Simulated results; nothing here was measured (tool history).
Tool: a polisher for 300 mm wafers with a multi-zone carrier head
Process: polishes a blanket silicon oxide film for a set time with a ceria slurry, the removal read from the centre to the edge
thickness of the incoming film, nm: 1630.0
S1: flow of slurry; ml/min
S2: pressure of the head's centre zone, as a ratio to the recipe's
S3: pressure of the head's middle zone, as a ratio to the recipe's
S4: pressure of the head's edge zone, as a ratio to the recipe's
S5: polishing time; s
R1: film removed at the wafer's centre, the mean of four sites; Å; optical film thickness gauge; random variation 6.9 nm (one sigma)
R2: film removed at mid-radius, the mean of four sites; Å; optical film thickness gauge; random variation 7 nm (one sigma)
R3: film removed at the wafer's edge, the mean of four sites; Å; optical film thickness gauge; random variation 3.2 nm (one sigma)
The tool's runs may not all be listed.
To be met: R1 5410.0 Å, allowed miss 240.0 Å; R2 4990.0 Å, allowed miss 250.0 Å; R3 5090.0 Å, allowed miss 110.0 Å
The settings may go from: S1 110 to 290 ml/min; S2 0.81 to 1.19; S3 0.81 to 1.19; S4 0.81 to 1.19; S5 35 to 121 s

run 1 hour=0.0 | S1=185 S2=1.00 S3=1.00 S4=1.00 S5=78 | R1=4391.3 R2=4360.1 R3=4078.0
run 2 hour=0.6 | S1=185 S2=0.97 S3=1.00 S4=1.00 S5=78 | R1=4334.8 R2=4330.3 R3=4080.8
run 3 hour=3.6 | S1=185 S2=0.97 S3=1.06 S4=1.00 S5=78 | R1=4354.5 R2=4616.9 R3=4063.0
run 4 hour=10.2 | S1=185 S2=0.90 S3=1.06 S4=1.00 S5=78 | R1=4235.1 R2=4494.6 R3=4071.6
run 5 hour=18.6 | S1=200 S2=0.94 S3=1.03 S4=1.03 S5=80 | R1=4489.6 R2=4666.7 R3=4267.1
run 6 hour=24.8 | S1=200 S2=0.94 S3=1.03 S4=1.03 S5=97 | R1=5408.0 R2=5605.7 R3=5181.9
run 7 hour=25.6 | S1=195 S2=0.95 S3=1.00 S4=1.02 S5=97 | R1=5473.8 R2=5325.2 R3=5164.4
run 8 hour=31.4 | S1=190 S2=0.95 S3=0.99 S4=1.01 S5=97 | R1=5489.5 R2=5356.3 R3=5092.2

Which of these 5 next moves meets every target?
run A hour=37.2 | S1=210 S2=0.89 S3=1.17 S4=1.10 S5=92 | R1=? R2=? R3=?
run B hour=37.2 | S1=175 S2=0.87 S3=1.11 S4=0.96 S5=102 | R1=? R2=? R3=?
run C hour=37.2 | S1=180 S2=0.95 S3=0.90 S4=0.99 S5=98 | R1=? R2=? R3=?
run D hour=37.2 | S1=190 S2=0.91 S3=1.06 S4=1.04 S5=97 | R1=? R2=? R3=?
run E hour=37.2 | S1=155 S2=1.04 S3=0.84 S4=1.05 S5=96 | R1=? R2=? R3=?

move=A R1=5034.5 R2=5994.3 R3=5109.3
move=B R1=5313.8 R2=6166.6 R3=5216.8
move=C R1=5443.0 R2=4986.9 R3=5113.1
move=D R1=5291.3 R2=5717.1 R3=5197.4
move=E R1=5496.9 R2=4482.6 R3=5040.6
A: further off than the last run
B: further off than the last run
C: meets every target
D: further off than the last run
E: takes the result that was furthest off past its target
The right move is C.
